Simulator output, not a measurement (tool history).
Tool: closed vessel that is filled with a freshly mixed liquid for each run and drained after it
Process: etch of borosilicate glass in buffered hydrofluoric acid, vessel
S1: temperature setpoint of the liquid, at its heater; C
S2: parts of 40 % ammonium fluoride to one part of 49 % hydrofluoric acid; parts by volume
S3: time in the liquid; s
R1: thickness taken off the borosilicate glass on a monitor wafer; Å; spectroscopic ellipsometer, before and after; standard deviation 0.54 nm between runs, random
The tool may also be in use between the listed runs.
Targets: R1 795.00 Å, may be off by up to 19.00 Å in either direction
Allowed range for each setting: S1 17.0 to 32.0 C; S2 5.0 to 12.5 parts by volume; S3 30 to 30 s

Run 1, day 0.000: S1 24.0 C, S2 7.5 parts by volume, S3 30 s. Result: R1 485.96 Å.
Run 2, day 0.262: S1 24.0 C, S2 5.5 parts by volume, S3 30 s. Result: R1 664.70 Å.
Run 3, day 0.600: S1 25.0 C, S2 5.5 parts by volume, S3 30 s. Result: R1 696.67 Å.
Run 4, day 0.900: S1 25.5 C, S2 5.5 parts by volume, S3 30 s. Result: R1 710.76 Å.
Run 5, day 1.108: S1 26.0 C, S2 5.5 parts by volume, S3 30 s. Result: R1 731.96 Å.
Run 6, day 1.254: S1 26.0 C, S2 5.5 parts by volume, S3 30 s. Result: R1 732.44 Å.
Run 7, day 1.308: S1 26.5 C, S2 5.5 parts by volume, S3 30 s. Result: R1 754.79 Å.
Run 8, day 1.579: S1 27.0 C, S2 5.5 parts by volume, S3 30 s. Result: R1 769.76 Å.

4 candidate next runs follow, results not yet known. Just one meets every target within its allowed miss. Identify it.
Run A, day 1.850: S1 26.5 C, S2 5.5 parts by volume, S3 30 s. Result: R1 ?.
Run B, day 1.850: S1 27.5 C, S2 5.5 parts by volume, S3 30 s. Result: R1 ?.
Run C, day 1.850: S1 25.0 C, S2 5.0 parts by volume, S3 30 s. Result: R1 ?.
Run D, day 1.850: S1 24.5 C, S2 5.0 parts by volume, S3 30 s. Result: R1 ?.

move      R1
   A  741.22
   B  780.81
   C  746.08
   D  726.73
A: lands further from the targets than the last run did
B: all results in spec
C: lands further from the targets than the last run did
D: lands further from the targets than the last run did
The right move is B.

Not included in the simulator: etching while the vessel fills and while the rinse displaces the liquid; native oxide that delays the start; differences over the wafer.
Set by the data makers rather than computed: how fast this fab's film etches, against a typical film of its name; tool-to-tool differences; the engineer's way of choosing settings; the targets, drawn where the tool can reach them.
